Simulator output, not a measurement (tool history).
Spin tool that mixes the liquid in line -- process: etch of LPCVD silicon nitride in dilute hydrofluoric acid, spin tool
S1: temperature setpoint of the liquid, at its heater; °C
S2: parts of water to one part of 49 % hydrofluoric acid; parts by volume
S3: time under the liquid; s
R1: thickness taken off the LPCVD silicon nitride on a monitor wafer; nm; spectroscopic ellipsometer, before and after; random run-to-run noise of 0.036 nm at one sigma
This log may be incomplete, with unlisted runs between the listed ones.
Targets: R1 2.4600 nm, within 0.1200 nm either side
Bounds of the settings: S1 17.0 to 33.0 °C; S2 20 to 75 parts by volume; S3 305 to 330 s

{"run": 1, "hour": 0.0, "S1": 25.0, "S2": 45, "S3": 305, "R1": 3.7141}
{"run": 2, "hour": 3.2, "S1": 24.0, "S2": 45, "S3": 305, "R1": 3.4591}
{"run": 3, "hour": 11.0, "S1": 24.0, "S2": 55, "S3": 305, "R1": 2.8632}
{"run": 4, "hour": 16.8, "S1": 23.5, "S2": 55, "S3": 305, "R1": 2.7593}
{"run": 5, "hour": 23.8, "S1": 26.0, "S2": 55, "S3": 305, "R1": 3.25}
{"hour": 32.4, "done": "hydrofluoric acid flow meter replaced"}
{"run": 6, "hour": 32.4, "S1": 26.0, "S2": 55, "S3": 330, "R1": 3.0999}
{"run": 7, "hour": 36.3, "S1": 25.0, "S2": 55, "S3": 330, "R1": 2.8967}
{"run": 8, "hour": 38.7, "S1": 24.5, "S2": 55, "S3": 330, "R1": 2.8444}
{"run": 9, "hour": 46.8, "S1": 24.0, "S2": 55, "S3": 330, "R1": 2.7827}
{"run": 10, "hour": 52.2, "S1": 23.5, "S2": 55, "S3": 330, "R1": 2.6662}
{"run": 11, "hour": 58.1, "S1": 23.0, "S2": 55, "S3": 330, "R1": 2.5709}

Exactly one of the 4 candidate moves below puts every result within its allowed miss. Which one?
{"run": "A", "hour": 64.0, "S1": 25.0, "S2": 60, "S3": 305, "R1": "?"}
{"run": "B", "hour": 64.0, "S1": 24.0, "S2": 55, "S3": 330, "R1": "?"}
{"run": "C", "hour": 64.0, "S1": 24.5, "S2": 55, "S3": 325, "R1": "?"}
{"run": "D", "hour": 64.0, "S1": 22.5, "S2": 50, "S3": 330, "R1": "?"}

move=A R1=2.5208
move=B R1=2.7783
move=C R1=2.8296
move=D R1=2.7552
A: all results in spec
B: its largest miss is bigger than the last run's
C: its largest miss is bigger than the last run's
D: its largest miss is bigger than the last run's
Correct choice: A, which meets every target
